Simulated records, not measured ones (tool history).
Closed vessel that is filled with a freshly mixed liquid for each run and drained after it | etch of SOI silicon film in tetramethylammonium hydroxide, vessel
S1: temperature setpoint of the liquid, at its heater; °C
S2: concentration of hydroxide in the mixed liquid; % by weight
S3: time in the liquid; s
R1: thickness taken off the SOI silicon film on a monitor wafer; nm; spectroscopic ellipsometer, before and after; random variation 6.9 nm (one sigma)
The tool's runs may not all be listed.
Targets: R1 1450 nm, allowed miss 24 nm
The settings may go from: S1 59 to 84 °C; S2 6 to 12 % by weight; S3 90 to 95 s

run  hour    S1   S2  S3      R1
  1     0    72    8  90  804.57
  2   5.5  75.5    8  90  980.01
  3  12.9  76.5    8  90  1044.5
  4  20.7  77.5    8  90  1106.4
  5  23.4  78.5    8  90  1156.2
  6  28.9  78.5  7.5  90  1189.5
  7  34.9    79  7.5  90    1215
  8  37.6    79  7.5  90  1222.7
  9    44  79.5  7.5  90  1257.1
 10    48    80  7.5  90  1289.5

4 next moves are on the table. One of them brings every result within its allowed miss. Which?
  A    52  84   10  90   ?
  B    52  77    6  95   ?
  C    52  81  8.5  95   ?
  D    52  77    6  90   ?

move      R1
   A  1465.3
   B  1227.5
   C  1395.8
   D  1162.9
A: meets every target
B: further off than the last run
C: nearer than the last run, and not there yet
D: further off than the last run
Answer: A

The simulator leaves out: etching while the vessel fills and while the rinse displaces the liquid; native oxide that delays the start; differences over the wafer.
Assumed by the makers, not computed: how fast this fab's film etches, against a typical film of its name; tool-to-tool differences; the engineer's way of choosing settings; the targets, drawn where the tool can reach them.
